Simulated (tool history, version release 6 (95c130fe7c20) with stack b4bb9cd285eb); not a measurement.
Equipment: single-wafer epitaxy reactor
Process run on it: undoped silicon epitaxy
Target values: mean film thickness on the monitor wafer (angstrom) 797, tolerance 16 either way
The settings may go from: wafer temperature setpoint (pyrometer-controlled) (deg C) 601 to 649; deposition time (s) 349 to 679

run	hour	wafer temperature setpoint (pyrometer-controlled) (deg C)	deposition time (s)	mean film thickness on the monitor wafer (angstrom)
1	0	625	514	578.47
2	5.9	635	514	751.48
3	9.7	629	514	637.09
4	17.6	629	460	567.01
5	23	629	395	487.96
6	24.4	629	443	555.07
7	27.5	629	443	552.07
# hour 35.4: pyrometer calibrated
8	35.4	629	443	492.17

Which single option among these 4 for the next run brings every result within its allowed miss of target? Just one does.
A	43.3	648	559	?
B	43.3	625	407	?
C	43.3	616	376	?
D	43.3	642	516	?

move	mean film thickness on the monitor wafer (angstrom)
A	1001.8
B	405.76
C	295.2
D	796.1
A: pushes the last run's worst result past its target
B: its largest miss is bigger than the last run's
C: its largest miss is bigger than the last run's
D: in spec on every target
Correct choice: D, which meets every target
